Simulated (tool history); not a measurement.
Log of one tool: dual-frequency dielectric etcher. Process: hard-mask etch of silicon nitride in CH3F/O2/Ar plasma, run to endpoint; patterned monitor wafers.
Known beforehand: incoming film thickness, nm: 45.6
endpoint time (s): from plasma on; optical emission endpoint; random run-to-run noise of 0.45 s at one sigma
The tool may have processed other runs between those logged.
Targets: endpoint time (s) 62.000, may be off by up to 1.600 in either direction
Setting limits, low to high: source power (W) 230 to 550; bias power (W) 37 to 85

run 1 hour=0.0 | source_power_(W)=390 bias_power_(W)=61 | endpoint_time_(s)=68.754
run 2 hour=8.4 | source_power_(W)=390 bias_power_(W)=52 | endpoint_time_(s)=70.981
run 3 hour=9.9 | source_power_(W)=410 bias_power_(W)=53 | endpoint_time_(s)=69.273
run 4 hour=18.6 | source_power_(W)=380 bias_power_(W)=53 | endpoint_time_(s)=71.470
run 5 hour=27.5 | source_power_(W)=410 bias_power_(W)=53 | endpoint_time_(s)=69.096
run 6 hour=32.0 | source_power_(W)=410 bias_power_(W)=42 | endpoint_time_(s)=72.146
run 7 hour=37.5 | source_power_(W)=430 bias_power_(W)=43 | endpoint_time_(s)=70.924
run 8 hour=39.4 | source_power_(W)=450 bias_power_(W)=45 | endpoint_time_(s)=68.604

Which one of the following 5 next-run settings gets every result inside its allowed miss? There is exactly one.
run A hour=41.3 | source_power_(W)=530 bias_power_(W)=53 | endpoint_time_(s)=?
run B hour=41.3 | source_power_(W)=510 bias_power_(W)=40 | endpoint_time_(s)=?
run C hour=41.3 | source_power_(W)=440 bias_power_(W)=60 | endpoint_time_(s)=?
run D hour=41.3 | source_power_(W)=380 bias_power_(W)=37 | endpoint_time_(s)=?
run E hour=41.3 | source_power_(W)=340 bias_power_(W)=38 | endpoint_time_(s)=?

move=A endpoint_time_(s)=61.507
move=B endpoint_time_(s)=65.276
move=C endpoint_time_(s)=64.668
move=D endpoint_time_(s)=74.119
move=E endpoint_time_(s)=77.133
A: hits every target within its allowed miss
B: an improvement on the last run, though not all results are within tolerance
C: an improvement on the last run, though not all results are within tolerance
D: further off than the last run
E: further off than the last run
A meets every target.
